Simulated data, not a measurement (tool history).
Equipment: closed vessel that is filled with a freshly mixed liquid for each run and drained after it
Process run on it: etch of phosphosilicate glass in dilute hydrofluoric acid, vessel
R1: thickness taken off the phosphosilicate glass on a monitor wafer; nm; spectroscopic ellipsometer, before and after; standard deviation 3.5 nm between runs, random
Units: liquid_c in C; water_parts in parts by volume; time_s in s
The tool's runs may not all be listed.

{"run": 1, "day": 0.0, "liquid_c": 26, "water_parts": 80, "time_s": 100, "R1": 252.34}
{"run": 2, "day": 0.171, "liquid_c": 28.5, "water_parts": 80, "time_s": 100, "R1": 277.06}
{"run": 3, "day": 0.517, "liquid_c": 30, "water_parts": 75, "time_s": 100, "R1": 313.59}
{"run": 4, "day": 0.746, "liquid_c": 31, "water_parts": 75, "time_s": 100, "R1": 329.52}
{"run": 5, "day": 0.983, "liquid_c": 31, "water_parts": 75, "time_s": 100, "R1": 325.86}
{"run": 6, "day": 1.358, "liquid_c": 32, "water_parts": 75, "time_s": 100, "R1": 344.16}
{"run": 7, "day": 1.442, "liquid_c": 32.5, "water_parts": 75, "time_s": 100, "R1": 351.36}

For run 8, what comes out?
{"run": 8, "day": 1.517, "liquid_c": 33, "water_parts": 75, "time_s": 100, "R1": "?"}

{"run 8": {"R1": 349.53}}
